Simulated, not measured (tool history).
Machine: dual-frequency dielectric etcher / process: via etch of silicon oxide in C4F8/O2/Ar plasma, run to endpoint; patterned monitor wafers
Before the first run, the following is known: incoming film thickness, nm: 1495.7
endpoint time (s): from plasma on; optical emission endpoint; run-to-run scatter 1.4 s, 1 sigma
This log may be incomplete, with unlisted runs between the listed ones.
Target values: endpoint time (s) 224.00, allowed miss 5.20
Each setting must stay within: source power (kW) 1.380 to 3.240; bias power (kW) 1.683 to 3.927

| run | hour | source power (kW) | bias power (kW) | endpoint time (s) |
|---|---|---|---|---|
| 1 | 0.0 | 2.310 | 2.805 | 243.99 |
| 2 | 4.8 | 2.390 | 2.833 | 235.11 |
| 3 | 13.0 | 2.200 | 2.833 | 244.49 |
| 4 | 21.5 | 2.200 | 2.558 | 258.27 |
| 5 | 26.6 | 2.310 | 2.583 | 248.91 |
| 6 | 35.1 | 2.390 | 2.602 | 241.64 |
| 7 | 39.9 | 2.440 | 2.612 | 242.41 |
| 8 | 44.7 | 2.900 | 2.848 | 214.84 |
| 9 | 51.9 | 2.860 | 2.838 | 217.92 |

Exactly one of the 5 candidate moves below puts every result within its allowed miss. Which one?
| A | 59.1 | 2.460 | 2.808 | ? |
| B | 59.1 | 2.880 | 2.531 | ? |
| C | 59.1 | 2.870 | 2.983 | ? |
| D | 59.1 | 2.940 | 2.957 | ? |
| E | 59.1 | 3.030 | 2.677 | ? |

| move | endpoint time (s) |
|---|---|
| A | 234.66 |
| B | 223.67 |
| C | 213.79 |
| D | 211.87 |
| E | 214.85 |
A: carries the result that was furthest off beyond its target, to the other side
B: every result lands within tolerance
C: further off than the last run
D: further off than the last run
E: further off than the last run
Move B is the one to make.
